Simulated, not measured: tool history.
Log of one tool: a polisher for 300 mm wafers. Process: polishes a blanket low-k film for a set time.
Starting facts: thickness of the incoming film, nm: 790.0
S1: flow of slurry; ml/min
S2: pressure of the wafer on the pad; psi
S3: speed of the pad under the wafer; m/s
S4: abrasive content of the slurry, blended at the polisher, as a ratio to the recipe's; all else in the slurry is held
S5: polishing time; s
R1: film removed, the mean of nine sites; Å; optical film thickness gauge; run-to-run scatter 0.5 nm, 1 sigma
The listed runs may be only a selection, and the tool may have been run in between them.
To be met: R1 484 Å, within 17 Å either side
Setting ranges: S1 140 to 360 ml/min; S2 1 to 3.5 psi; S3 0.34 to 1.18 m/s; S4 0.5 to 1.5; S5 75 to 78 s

| run | day | S1 | S2 | S3 | S4 | S5 | R1 |
|---|---|---|---|---|---|---|---|
| 1 | 0 | 230 | 2.2 | 0.76 | 1 | 75 | 290.33 |
| 2 | 0.033 | 230 | 2.2 | 0.68 | 1 | 75 | 258.37 |
| 3 | 0.204 | 230 | 2.2 | 0.68 | 1.15 | 75 | 273.35 |
| 4 | 0.442 | 230 | 2.7 | 0.68 | 1.15 | 75 | 335 |
| 5 | 0.521 | 230 | 2.8 | 0.68 | 1.15 | 75 | 341.54 |
| 6 | 0.771 | 230 | 2.8 | 0.68 | 1.15 | 78 | 351.32 |
| 7 | 0.904 | 230 | 2.9 | 0.7 | 1.15 | 78 | 366.04 |
| 8 | 0.933 | 230 | 3 | 0.72 | 1.15 | 78 | 399.21 |
| 9 | 1.179 | 230 | 3.1 | 0.72 | 1.15 | 78 | 399.39 |
| 10 | 1.279 | 230 | 3.2 | 0.74 | 1.15 | 78 | 427.79 |
| 11 | 1.538 | 230 | 3.3 | 0.74 | 1.15 | 78 | 430.42 |
| 12 | 1.654 | 230 | 3.3 | 0.76 | 1.15 | 78 | 441.9 |

Of the 5 settings listed for the next run, only one would bring every result within its allowed miss of target. Which one?
| A | 1.771 | 320 | 2.8 | 0.82 | 1.15 | 75 | ? |
| B | 1.771 | 170 | 3.5 | 0.62 | 1.25 | 78 | ? |
| C | 1.771 | 230 | 3.4 | 0.82 | 1.2 | 76 | ? |
| D | 1.771 | 210 | 3 | 0.78 | 1.35 | 75 | ? |
| E | 1.771 | 245 | 3.3 | 0.8 | 1 | 76 | ? |

| move | R1 |
|---|---|
| A | 404.77 |
| B | 400.11 |
| C | 481.97 |
| D | 424.29 |
| E | 428.41 |
A: the biggest miss grows against the last run
B: the biggest miss grows against the last run
C: hits every target within its allowed miss
D: the biggest miss grows against the last run
E: the biggest miss grows against the last run
C is the move that brings every result within its allowed miss.

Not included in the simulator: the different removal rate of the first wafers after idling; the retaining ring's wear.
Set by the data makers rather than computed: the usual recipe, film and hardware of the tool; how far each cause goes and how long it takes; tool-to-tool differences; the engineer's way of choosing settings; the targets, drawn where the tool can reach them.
